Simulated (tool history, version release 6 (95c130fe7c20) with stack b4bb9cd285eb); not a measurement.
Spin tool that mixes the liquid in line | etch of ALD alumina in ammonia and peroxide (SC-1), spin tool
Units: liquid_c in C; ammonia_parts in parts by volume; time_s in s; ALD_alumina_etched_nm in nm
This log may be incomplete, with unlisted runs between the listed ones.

{"run": 1, "hour": 0.0, "liquid_c": 53.0, "ammonia_parts": 0.55, "time_s": 35, "ALD_alumina_etched_nm": 2.6007}
{"run": 2, "hour": 1.1, "liquid_c": 49.5, "ammonia_parts": 0.55, "time_s": 35, "ALD_alumina_etched_nm": 2.1475}
{"run": 3, "hour": 3.9, "liquid_c": 47.0, "ammonia_parts": 0.55, "time_s": 35, "ALD_alumina_etched_nm": 1.9035}
{"run": 4, "hour": 10.1, "liquid_c": 54.0, "ammonia_parts": 0.55, "time_s": 35, "ALD_alumina_etched_nm": 2.7284}
{"run": 5, "hour": 11.2, "liquid_c": 50.0, "ammonia_parts": 0.55, "time_s": 35, "ALD_alumina_etched_nm": 2.2116}
{"hour": 14.4, "done": "thermometer replaced"}
{"run": 6, "hour": 14.4, "liquid_c": 47.0, "ammonia_parts": 0.55, "time_s": 35, "ALD_alumina_etched_nm": 1.7434}
{"run": 7, "hour": 19.5, "liquid_c": 46.0, "ammonia_parts": 0.55, "time_s": 35, "ALD_alumina_etched_nm": 1.6711}
{"run": 8, "hour": 24.3, "liquid_c": 45.0, "ammonia_parts": 0.55, "time_s": 35, "ALD_alumina_etched_nm": 1.5631}
{"run": 9, "hour": 25.0, "liquid_c": 44.5, "ammonia_parts": 0.55, "time_s": 35, "ALD_alumina_etched_nm": 1.5329}

Run 10 is up next; what results do you expect?
{"run": 10, "hour": 31.2, "liquid_c": 44.0, "ammonia_parts": 0.55, "time_s": 35, "ALD_alumina_etched_nm": "?"}

{"run 10": {"ALD_alumina_etched_nm": 1.4929}}

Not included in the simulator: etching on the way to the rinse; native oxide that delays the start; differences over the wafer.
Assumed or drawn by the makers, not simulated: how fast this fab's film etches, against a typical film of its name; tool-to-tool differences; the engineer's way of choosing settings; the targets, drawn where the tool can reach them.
